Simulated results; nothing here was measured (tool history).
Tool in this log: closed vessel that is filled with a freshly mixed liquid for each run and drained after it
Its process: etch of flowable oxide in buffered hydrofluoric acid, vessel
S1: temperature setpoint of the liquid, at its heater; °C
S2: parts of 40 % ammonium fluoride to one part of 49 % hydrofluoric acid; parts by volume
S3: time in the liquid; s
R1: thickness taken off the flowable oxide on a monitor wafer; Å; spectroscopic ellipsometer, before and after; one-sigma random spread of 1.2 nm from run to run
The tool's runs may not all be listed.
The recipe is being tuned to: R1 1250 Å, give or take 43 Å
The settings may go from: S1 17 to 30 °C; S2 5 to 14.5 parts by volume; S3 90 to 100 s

Run 1, hour 0: S1 22 °C, S2 9 parts by volume, S3 90 s. Result: R1 1670.1 Å.
Run 2, hour 5: S1 22 °C, S2 6.5 parts by volume, S3 90 s. Result: R1 2353.5 Å.
Run 3, hour 12.7: S1 21 °C, S2 7 parts by volume, S3 90 s. Result: R1 2063.2 Å.
Run 4, hour 20.4: S1 21 °C, S2 7 parts by volume, S3 100 s. Result: R1 2322.7 Å.
Run 5, hour 22.2: S1 20 °C, S2 7.5 parts by volume, S3 100 s. Result: R1 2036.9 Å.
Run 6, hour 26.8: S1 19.5 °C, S2 8 parts by volume, S3 100 s. Result: R1 1825.1 Å.
Run 7, hour 29.4: S1 19 °C, S2 8.5 parts by volume, S3 100 s. Result: R1 1672.3 Å.
Run 8, hour 32.9: S1 18.5 °C, S2 8.5 parts by volume, S3 100 s. Result: R1 1609.4 Å.

Exactly one of the 4 candidate moves below puts every result within its allowed miss. Which one?
Run A, hour 36.4: S1 17 °C, S2 9 parts by volume, S3 90 s. Result: R1 ?.
Run B, hour 36.4: S1 19 °C, S2 10 parts by volume, S3 95 s. Result: R1 ?.
Run C, hour 36.4: S1 17.5 °C, S2 8.5 parts by volume, S3 90 s. Result: R1 ?.
Run D, hour 36.4: S1 18.5 °C, S2 11.5 parts by volume, S3 90 s. Result: R1 ?.

move      R1
   A  1256.9
   B  1390.7
   C  1376.1
   D  1117.6
A: each result inside its tolerance
B: nearer than the last run, and not there yet
C: nearer than the last run, and not there yet
D: carries the result that was furthest off beyond its target, to the other side
Go with A: it meets all targets.

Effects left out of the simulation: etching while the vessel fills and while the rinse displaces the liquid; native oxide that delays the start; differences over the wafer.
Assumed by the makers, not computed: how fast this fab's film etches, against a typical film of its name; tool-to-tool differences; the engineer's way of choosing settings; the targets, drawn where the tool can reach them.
